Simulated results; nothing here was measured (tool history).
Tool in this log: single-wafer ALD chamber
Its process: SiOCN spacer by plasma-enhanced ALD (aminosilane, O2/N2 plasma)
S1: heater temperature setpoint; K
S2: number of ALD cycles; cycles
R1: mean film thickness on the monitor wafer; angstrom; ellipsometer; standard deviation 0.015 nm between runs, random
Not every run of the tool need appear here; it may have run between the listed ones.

Run 1, day 0: S1 678.15 K, S2 64 cycles. Result: R1 40.652 angstrom.
Run 2, day 0.321: S1 688.15 K, S2 64 cycles. Result: R1 39.286 angstrom.
Run 3, day 0.458: S1 681.15 K, S2 65 cycles. Result: R1 40.833 angstrom.
Run 4, day 0.712: S1 677.15 K, S2 65 cycles. Result: R1 41.274 angstrom.
Run 5, day 0.929: S1 677.15 K, S2 57 cycles. Result: R1 36.443 angstrom.
Run 6, day 1.292: S1 668.15 K, S2 57 cycles. Result: R1 36.236 angstrom.
Run 7, day 1.333: S1 668.15 K, S2 60 cycles. Result: R1 38.13 angstrom.
Run 8, day 1.462: S1 668.15 K, S2 62 cycles. Result: R1 39.419 angstrom.

Estimate the outcome of run 9 from the log above:
Run 9, day 1.721: S1 668.15 K, S2 64 cycles. Result: R1 ?.

R1: 40.692 angstrom

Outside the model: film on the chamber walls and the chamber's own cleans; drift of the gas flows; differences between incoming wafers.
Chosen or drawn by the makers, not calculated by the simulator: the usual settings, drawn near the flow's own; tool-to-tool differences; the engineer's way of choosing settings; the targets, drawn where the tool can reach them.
